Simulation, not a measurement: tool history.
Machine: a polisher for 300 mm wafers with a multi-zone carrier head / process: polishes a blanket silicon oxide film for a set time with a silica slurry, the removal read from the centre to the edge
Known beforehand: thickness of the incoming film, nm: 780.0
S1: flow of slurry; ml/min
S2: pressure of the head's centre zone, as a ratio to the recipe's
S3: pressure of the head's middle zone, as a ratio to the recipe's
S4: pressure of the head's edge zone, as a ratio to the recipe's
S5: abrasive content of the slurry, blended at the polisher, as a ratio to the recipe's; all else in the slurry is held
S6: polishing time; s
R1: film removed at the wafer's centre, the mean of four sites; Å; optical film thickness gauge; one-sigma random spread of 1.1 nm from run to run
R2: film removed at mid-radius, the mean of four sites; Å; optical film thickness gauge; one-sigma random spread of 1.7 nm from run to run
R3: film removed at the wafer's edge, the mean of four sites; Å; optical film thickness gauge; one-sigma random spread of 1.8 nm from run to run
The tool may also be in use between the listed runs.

Run 1, hour 0: S1 205 ml/min, S2 1, S3 1, S4 1, S5 1, S6 66 s. Result: R1 2073.9 Å, R2 2024.5 Å, R3 2054.7 Å.
Run 2, hour 3.3: S1 205 ml/min, S2 1, S3 1, S4 0.95, S5 1, S6 66 s. Result: R1 2028.3 Å, R2 2036.8 Å, R3 1981.9 Å.
Run 3, hour 9.4: S1 250 ml/min, S2 1, S3 1, S4 0.95, S5 1, S6 66 s. Result: R1 2085.5 Å, R2 2073.8 Å, R3 2019.6 Å.
Run 4, hour 17.8: S1 250 ml/min, S2 1, S3 1.04, S4 0.95, S5 1, S6 66 s. Result: R1 2077.4 Å, R2 2152.4 Å, R3 2022.5 Å.
Run 5, hour 19.8: S1 250 ml/min, S2 1, S3 1.13, S4 0.95, S5 1, S6 66 s. Result: R1 2038.9 Å, R2 2299.4 Å, R3 2014.8 Å.
Run 6, hour 21.7: S1 250 ml/min, S2 0.96, S3 1.13, S4 0.95, S5 1, S6 66 s. Result: R1 2009.7 Å, R2 2326 Å, R3 2012.1 Å.
Run 7, hour 30: S1 195 ml/min, S2 0.86, S3 1.06, S4 0.91, S5 0.75, S6 49 s. Result: R1 1021.1 Å, R2 1240.4 Å, R3 1157 Å.

Forecast run 8:
Run 8, hour 31.8: S1 205 ml/min, S2 0.87, S3 1.07, S4 0.91, S5 0.75, S6 49 s. Result: R1 ?, R2 ?, R3 ?.

R1: 1009.1 Å
R2: 1251 Å
R3: 1135.1 Å
